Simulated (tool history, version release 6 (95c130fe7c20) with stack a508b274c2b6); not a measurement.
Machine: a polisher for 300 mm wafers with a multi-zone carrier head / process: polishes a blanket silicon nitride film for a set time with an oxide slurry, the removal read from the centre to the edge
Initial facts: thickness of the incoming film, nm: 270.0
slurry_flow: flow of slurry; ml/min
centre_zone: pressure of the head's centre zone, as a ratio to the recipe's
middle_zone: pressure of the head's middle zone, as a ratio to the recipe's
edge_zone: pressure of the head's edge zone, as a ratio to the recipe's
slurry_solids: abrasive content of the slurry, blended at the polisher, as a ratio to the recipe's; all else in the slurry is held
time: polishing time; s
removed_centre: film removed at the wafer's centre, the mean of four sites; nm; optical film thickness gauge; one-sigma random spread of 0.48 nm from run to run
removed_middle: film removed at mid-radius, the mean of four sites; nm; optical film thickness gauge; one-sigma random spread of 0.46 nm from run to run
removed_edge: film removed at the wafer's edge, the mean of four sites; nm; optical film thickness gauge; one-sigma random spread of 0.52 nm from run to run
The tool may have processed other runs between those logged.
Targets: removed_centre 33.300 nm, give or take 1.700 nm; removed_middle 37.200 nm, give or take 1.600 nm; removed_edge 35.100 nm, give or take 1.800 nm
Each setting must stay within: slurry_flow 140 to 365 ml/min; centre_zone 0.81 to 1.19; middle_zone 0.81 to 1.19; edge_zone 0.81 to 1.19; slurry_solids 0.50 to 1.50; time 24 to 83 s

run,day,slurry_flow,centre_zone,middle_zone,edge_zone,slurry_solids,time,removed_centre,removed_middle,removed_edge
1,0.000,235,1.00,1.00,1.00,1.00,53,44.915,46.681,46.639
2,0.346,235,1.00,1.00,1.00,1.10,53,48.026,48.904,47.766
3,0.688,235,1.00,1.01,0.97,1.00,51,43.486,45.572,44.197
4,0.971,235,1.00,1.01,0.95,0.90,50,41.670,40.616,40.604
5,1.175,235,0.96,1.03,0.93,0.85,50,37.173,40.223,37.014
6,1.346,230,0.95,1.02,0.93,0.85,50,37.303,39.065,38.326
7,1.533,230,0.93,1.03,0.92,0.85,50,36.246,39.311,37.657
8,1.825,230,0.92,1.03,0.91,0.85,50,35.987,40.148,37.354
9,2.000,230,0.91,1.02,0.90,0.85,50,36.046,39.950,36.907
10,2.279,225,0.90,1.02,0.90,0.85,50,34.652,39.292,36.100

Which of these 4 next moves meets every target?
A,2.558,185,0.92,1.00,0.89,1.05,43,?,?,?
B,2.558,185,0.83,1.04,0.96,1.00,48,?,?,?
C,2.558,365,0.90,1.05,0.87,1.10,42,?,?,?
D,2.558,210,0.83,1.11,0.83,0.95,45,?,?,?

move,removed_centre,removed_middle,removed_edge
A,33.642,36.945,35.803
B,33.104,41.176,40.205
C,36.298,41.681,37.844
D,30.796,39.970,34.674
A: all results land within tolerance of their targets
B: its largest miss is bigger than the last run's
C: its largest miss is bigger than the last run's
D: its largest miss is bigger than the last run's
A meets every target.

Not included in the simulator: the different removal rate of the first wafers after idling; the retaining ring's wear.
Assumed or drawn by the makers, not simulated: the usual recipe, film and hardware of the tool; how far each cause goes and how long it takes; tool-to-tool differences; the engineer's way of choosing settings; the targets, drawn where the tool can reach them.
